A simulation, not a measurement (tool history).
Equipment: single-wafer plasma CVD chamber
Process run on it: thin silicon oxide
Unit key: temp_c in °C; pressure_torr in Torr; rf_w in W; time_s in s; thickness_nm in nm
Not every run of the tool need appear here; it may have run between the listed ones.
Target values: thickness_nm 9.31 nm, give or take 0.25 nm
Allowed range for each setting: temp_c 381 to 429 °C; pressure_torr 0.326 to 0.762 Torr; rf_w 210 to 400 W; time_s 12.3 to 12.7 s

run,hour,temp_c,pressure_torr,rf_w,time_s,thickness_nm
1,0,405,0.544,305,12.3,13.409
2,8.3,405,0.513,305,12.3,12.605
3,11,405,0.46,305,12.3,11.355
4,15.1,405,0.46,270,12.3,10.852
5,18.4,396,0.46,270,12.3,10.938
6,21.7,396,0.446,270,12.3,10.57
7,23.7,396,0.435,270,12.3,10.308
8,27.6,396,0.426,270,12.3,10.132
9,31.5,396,0.419,270,12.3,9.9042

Exactly one of the 4 candidate moves below puts every result within its allowed miss. Which one?
A,35.4,390,0.458,220,12.3,?
B,35.4,390,0.362,275,12.3,?
C,35.4,396,0.419,260,12.6,?
D,35.4,414,0.383,280,12.7,?

move,thickness_nm
A,10.049
B,8.6771
C,10.02
D,9.395
A: its largest miss is bigger than the last run's
B: takes the result that was furthest off past its target
C: its largest miss is bigger than the last run's
D: every result lands within tolerance
The move that meets every target is D.
